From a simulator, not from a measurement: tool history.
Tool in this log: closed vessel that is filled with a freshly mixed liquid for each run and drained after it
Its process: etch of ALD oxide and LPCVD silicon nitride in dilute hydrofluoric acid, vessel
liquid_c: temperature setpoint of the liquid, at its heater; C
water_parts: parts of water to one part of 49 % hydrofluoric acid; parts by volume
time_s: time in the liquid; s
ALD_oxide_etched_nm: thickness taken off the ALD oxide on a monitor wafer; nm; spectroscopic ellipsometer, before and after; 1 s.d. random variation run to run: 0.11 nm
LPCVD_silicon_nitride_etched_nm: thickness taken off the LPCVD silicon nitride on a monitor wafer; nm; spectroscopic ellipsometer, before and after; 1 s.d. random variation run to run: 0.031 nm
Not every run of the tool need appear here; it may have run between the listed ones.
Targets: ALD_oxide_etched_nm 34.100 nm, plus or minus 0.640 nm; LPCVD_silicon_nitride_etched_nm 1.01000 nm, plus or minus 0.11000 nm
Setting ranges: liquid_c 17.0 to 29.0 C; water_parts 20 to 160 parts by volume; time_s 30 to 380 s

| run | day | liquid_c | water_parts | time_s | ALD_oxide_etched_nm | LPCVD_silicon_nitride_etched_nm |
|---|---|---|---|---|---|---|
| 1 | 0.000 | 21.0 | 90 | 195 | 29.489 | 0.94366 |
| 2 | 0.346 | 23.5 | 90 | 195 | 32.598 | 1.11000 |
| 3 | 0.450 | 23.5 | 110 | 195 | 26.100 | 0.91090 |
| 4 | 0.833 | 21.5 | 110 | 195 | 24.091 | 0.81814 |
| 5 | 1.075 | 23.0 | 110 | 195 | 25.484 | 0.88828 |
| 6 | 1.258 | 23.5 | 105 | 195 | 27.532 | 0.93557 |
| 7 | 1.450 | 23.5 | 105 | 195 | 27.408 | 0.96065 |
| 8 | 1.654 | 24.0 | 100 | 195 | 29.473 | 1.04860 |
| 9 | 1.954 | 23.5 | 95 | 195 | 30.735 | 1.09480 |
| 10 | 2.042 | 23.0 | 90 | 195 | 31.755 | 1.08580 |

Pick the move, out of 5, that brings all results within their allowed miss; only one does.
| A | 2.129 | 26.0 | 90 | 195 | ? | ? |
| B | 2.129 | 17.5 | 65 | 190 | ? | ? |
| C | 2.129 | 27.0 | 105 | 220 | ? | ? |
| D | 2.129 | 17.5 | 85 | 245 | ? | ? |
| E | 2.129 | 25.5 | 95 | 210 | ? | ? |

| move | ALD_oxide_etched_nm | LPCVD_silicon_nitride_etched_nm |
|---|---|---|
| A | 36.101 | 1.39630 |
| B | 35.406 | 1.05200 |
| C | 35.587 | 1.44170 |
| D | 34.158 | 1.04550 |
| E | 35.883 | 1.37950 |
A: moves the result that the last run missed by most past its target, out the other side
B: moves the result that the last run missed by most past its target, out the other side
C: moves the result that the last run missed by most past its target, out the other side
D: all results land within tolerance of their targets
E: moves the result that the last run missed by most past its target, out the other side
The right move is D.
